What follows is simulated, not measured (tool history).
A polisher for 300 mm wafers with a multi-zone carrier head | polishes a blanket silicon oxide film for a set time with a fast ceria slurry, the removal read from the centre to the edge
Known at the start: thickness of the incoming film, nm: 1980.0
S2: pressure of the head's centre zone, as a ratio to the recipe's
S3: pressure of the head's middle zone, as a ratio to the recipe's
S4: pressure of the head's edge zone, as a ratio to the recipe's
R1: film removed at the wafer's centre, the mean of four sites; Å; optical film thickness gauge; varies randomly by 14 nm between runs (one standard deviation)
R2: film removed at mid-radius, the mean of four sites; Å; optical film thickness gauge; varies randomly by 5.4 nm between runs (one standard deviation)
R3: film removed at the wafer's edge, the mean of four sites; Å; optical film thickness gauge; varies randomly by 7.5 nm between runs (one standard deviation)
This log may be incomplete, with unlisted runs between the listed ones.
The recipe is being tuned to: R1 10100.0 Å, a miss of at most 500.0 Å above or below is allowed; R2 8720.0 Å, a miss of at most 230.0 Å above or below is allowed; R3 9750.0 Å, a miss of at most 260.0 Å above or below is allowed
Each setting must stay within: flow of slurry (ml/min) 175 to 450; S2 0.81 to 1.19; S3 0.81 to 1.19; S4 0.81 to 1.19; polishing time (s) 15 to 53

run 1 hour=0.0 | flow_of_slurry_(ml/min)=290 S2=1.00 S3=1.00 S4=1.00 polishing_time_(s)=34 | R1=7503.6 R2=7624.1 R3=7400.9
run 2 hour=5.0 | flow_of_slurry_(ml/min)=290 S2=1.01 S3=0.99 S4=1.02 polishing_time_(s)=35 | R1=7689.7 R2=7782.1 R3=7755.3
run 3 hour=5.6 | flow_of_slurry_(ml/min)=240 S2=1.01 S3=0.99 S4=1.02 polishing_time_(s)=35 | R1=7460.2 R2=7662.1 R3=7633.4
run 4 hour=12.2 | flow_of_slurry_(ml/min)=250 S2=1.03 S3=0.99 S4=1.04 polishing_time_(s)=36 | R1=7958.7 R2=7945.0 R3=7922.6
run 5 hour=15.4 | flow_of_slurry_(ml/min)=195 S2=1.03 S3=0.99 S4=1.04 polishing_time_(s)=36 | R1=7746.1 R2=7603.8 R3=7772.7
run 6 hour=16.0 | flow_of_slurry_(ml/min)=175 S2=1.03 S3=0.99 S4=1.04 polishing_time_(s)=36 | R1=7432.5 R2=7415.7 R3=7627.1
run 7 hour=18.8 | flow_of_slurry_(ml/min)=255 S2=1.07 S3=0.94 S4=1.14 polishing_time_(s)=38 | R1=8977.2 R2=7961.5 R3=8641.3
run 8 hour=25.6 | flow_of_slurry_(ml/min)=305 S2=1.06 S3=0.91 S4=1.19 polishing_time_(s)=41 | R1=9428.9 R2=8551.4 R3=9877.9

4 next moves are on the table. One of them brings every result within its allowed miss. Which?
run A hour=32.4 | flow_of_slurry_(ml/min)=305 S2=1.06 S3=0.87 S4=1.18 polishing_time_(s)=43 | R1=? R2=? R3=?
run B hour=32.4 | flow_of_slurry_(ml/min)=325 S2=0.96 S3=0.97 S4=1.19 polishing_time_(s)=43 | R1=? R2=? R3=?
run C hour=32.4 | flow_of_slurry_(ml/min)=295 S2=1.08 S3=0.90 S4=1.15 polishing_time_(s)=42 | R1=? R2=? R3=?
run D hour=32.4 | flow_of_slurry_(ml/min)=350 S2=0.99 S3=0.92 S4=1.18 polishing_time_(s)=41 | R1=? R2=? R3=?

move=A R1=9725.1 R2=8663.3 R3=10208.0
move=B R1=8868.6 R2=9549.5 R3=10281.0
move=C R1=9644.2 R2=8671.7 R3=9831.4
move=D R1=8784.9 R2=8768.9 R3=9824.6
A: corrects the largest miss of the last run, while another result sits out of spec
B: misses by more than the last run did
C: all results land within tolerance of their targets
D: misses by more than the last run did
C meets every target.
